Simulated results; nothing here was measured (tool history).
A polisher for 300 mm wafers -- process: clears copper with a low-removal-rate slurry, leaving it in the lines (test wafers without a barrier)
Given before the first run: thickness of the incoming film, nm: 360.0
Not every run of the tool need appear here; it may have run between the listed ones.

| run | hour | flow of slurry (ml/min) | pressure of the wafer on the pad (psi) | speed of the pad under the wafer (m/s) | abrasive content of the slurry | overpolish time after the end point (s) | time until the end point was called (s) | dishing of a wide line in a test structure (angstrom) |
|---|---|---|---|---|---|---|---|---|
| 1 | 0.0 | 185 | 2.4 | 1.42 | 1.0 | 29 | 138.85 | 557.21 |
| 2 | 3.8 | 185 | 2.4 | 1.72 | 1.0 | 29 | 115.68 | 628.60 |
| 3 | 6.2 | 185 | 2.4 | 1.72 | 0.9 | 29 | 120.23 | 626.04 |
| 4 | 13.6 | 185 | 2.4 | 1.58 | 0.9 | 29 | 129.96 | 582.79 |
| 5 | 16.7 | 185 | 2.3 | 1.56 | 0.9 | 27 | 136.92 | 521.82 |
| 6 | 25.6 | 185 | 2.3 | 1.56 | 0.7 | 27 | 147.11 | 509.37 |
| 7 | 27.1 | 185 | 2.2 | 1.56 | 0.7 | 25 | 149.42 | 441.56 |
| 8 | 30.2 | 185 | 2.2 | 1.56 | 0.7 | 25 | 152.47 | 476.73 |
| 9 | 30.7 | 185 | 2.1 | 1.56 | 0.7 | 23 | 155.46 | 420.52 |
| 10 | 34.8 | 185 | 2.0 | 1.56 | 0.7 | 22 | 164.81 | 379.27 |

Estimate the outcome of run 11 from the log above:
| 11 | 42.5 | 185 | 1.9 | 1.56 | 0.7 | 22 | ? | ? |

time until the end point was called (s): 176.17
dishing of a wide line in a test structure (angstrom): 361.65
